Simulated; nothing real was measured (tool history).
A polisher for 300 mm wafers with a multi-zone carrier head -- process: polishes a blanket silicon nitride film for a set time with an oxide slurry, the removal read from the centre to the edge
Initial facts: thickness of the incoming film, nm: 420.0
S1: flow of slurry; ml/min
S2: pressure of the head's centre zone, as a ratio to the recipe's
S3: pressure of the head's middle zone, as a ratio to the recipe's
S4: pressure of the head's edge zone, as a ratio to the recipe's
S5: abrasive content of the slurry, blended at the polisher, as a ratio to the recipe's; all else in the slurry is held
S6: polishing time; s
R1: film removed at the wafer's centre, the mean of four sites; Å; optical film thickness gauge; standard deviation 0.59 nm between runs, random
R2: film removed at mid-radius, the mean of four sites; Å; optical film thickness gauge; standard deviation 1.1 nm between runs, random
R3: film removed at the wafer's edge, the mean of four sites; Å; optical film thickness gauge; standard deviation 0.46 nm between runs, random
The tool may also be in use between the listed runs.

run 1 hour=0.0 | S1=280 S2=1.00 S3=1.00 S4=1.00 S5=1.0 S6=69 | R1=586.15 R2=608.38 R3=608.86
run 2 hour=8.5 | S1=280 S2=1.00 S3=1.00 S4=1.05 S5=1.0 S6=69 | R1=576.49 R2=588.19 R3=622.06
run 3 hour=14.7 | S1=280 S2=1.00 S3=1.00 S4=1.05 S5=1.0 S6=85 | R1=720.52 R2=718.83 R3=758.84
run 4 hour=20.1 | S1=210 S2=1.00 S3=1.00 S4=1.05 S5=1.0 S6=85 | R1=668.75 R2=688.79 R3=739.47
run 5 hour=27.6 | S1=215 S2=1.01 S3=1.01 S4=1.01 S5=1.0 S6=85 | R1=686.84 R2=706.46 R3=715.28
run 6 hour=29.4 | S1=215 S2=1.01 S3=1.01 S4=1.01 S5=0.9 S6=85 | R1=663.96 R2=678.80 R3=695.56

Estimate the outcome of run 7 from the log above:
run 7 hour=31.7 | S1=225 S2=1.02 S3=1.03 S4=0.99 S5=0.9 S6=85 | R1=? R2=? R3=?

Run 7 yielded R1 671.81 Å, R2 693.44 Å, R3 684.20 Å.
